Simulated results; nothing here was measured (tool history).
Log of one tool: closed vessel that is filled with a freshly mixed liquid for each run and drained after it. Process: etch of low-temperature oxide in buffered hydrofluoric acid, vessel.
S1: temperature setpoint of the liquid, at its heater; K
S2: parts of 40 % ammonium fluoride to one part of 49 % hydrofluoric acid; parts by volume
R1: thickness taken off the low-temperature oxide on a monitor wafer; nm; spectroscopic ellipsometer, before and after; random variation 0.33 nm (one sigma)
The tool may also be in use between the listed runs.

{"run": 1, "day": 0.0, "S1": 295.15, "S2": 17.5, "time in the liquid (s)": 35, "R1": 40.828}
{"run": 2, "day": 0.075, "S1": 295.65, "S2": 17.5, "time in the liquid (s)": 35, "R1": 41.639}
{"run": 3, "day": 0.125, "S1": 296.15, "S2": 17.5, "time in the liquid (s)": 35, "R1": 43.175}
{"run": 4, "day": 0.171, "S1": 296.15, "S2": 22, "time in the liquid (s)": 35, "R1": 35.48}
{"run": 5, "day": 0.496, "S1": 296.15, "S2": 27, "time in the liquid (s)": 35, "R1": 30.826}
{"run": 6, "day": 0.546, "S1": 297.15, "S2": 26.5, "time in the liquid (s)": 35, "R1": 32.945}
{"run": 7, "day": 0.9, "S1": 297.65, "S2": 26, "time in the liquid (s)": 35, "R1": 34.618}
{"run": 8, "day": 1.262, "S1": 298.15, "S2": 26, "time in the liquid (s)": 35, "R1": 35.343}
{"run": 9, "day": 1.354, "S1": 298.65, "S2": 25.5, "time in the liquid (s)": 35, "R1": 36.883}
{"run": 10, "day": 1.554, "S1": 299.15, "S2": 25, "time in the liquid (s)": 35, "R1": 38.382}

The next listed run, before its measurement:
{"run": 11, "day": 1.825, "S1": 299.65, "S2": 24.5, "time in the liquid (s)": 35, "R1": "?"}

R1: 39.878 nm
